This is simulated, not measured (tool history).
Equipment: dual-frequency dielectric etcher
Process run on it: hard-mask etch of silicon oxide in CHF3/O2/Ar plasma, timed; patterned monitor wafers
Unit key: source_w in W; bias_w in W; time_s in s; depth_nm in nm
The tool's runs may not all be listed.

run,hour,source_w,bias_w,time_s,depth_nm
1,0.0,560,223,13.5,25.441
2,4.5,560,223,12.5,23.419
3,9.9,560,223,12.5,23.663
4,13.5,560,223,13.5,25.666
5,16.9,560,237,13.5,26.125
6,22.8,530,231,13.5,25.339
7,29.4,500,225,13.5,24.503
8,33.0,480,222,13.5,23.854
9,37.2,460,221,13.5,23.566
10,43.8,440,219,13.5,22.931
11,49.1,430,218,13.5,22.776
12,55.6,420,217,13.5,22.598
13,56.5,340,212,13.5,20.521

Run 14, settings as shown, results not yet in. Your forecast:
14,57.2,350,212,13.5,?

For run 14 the tool returned depth_nm 20.529 nm.

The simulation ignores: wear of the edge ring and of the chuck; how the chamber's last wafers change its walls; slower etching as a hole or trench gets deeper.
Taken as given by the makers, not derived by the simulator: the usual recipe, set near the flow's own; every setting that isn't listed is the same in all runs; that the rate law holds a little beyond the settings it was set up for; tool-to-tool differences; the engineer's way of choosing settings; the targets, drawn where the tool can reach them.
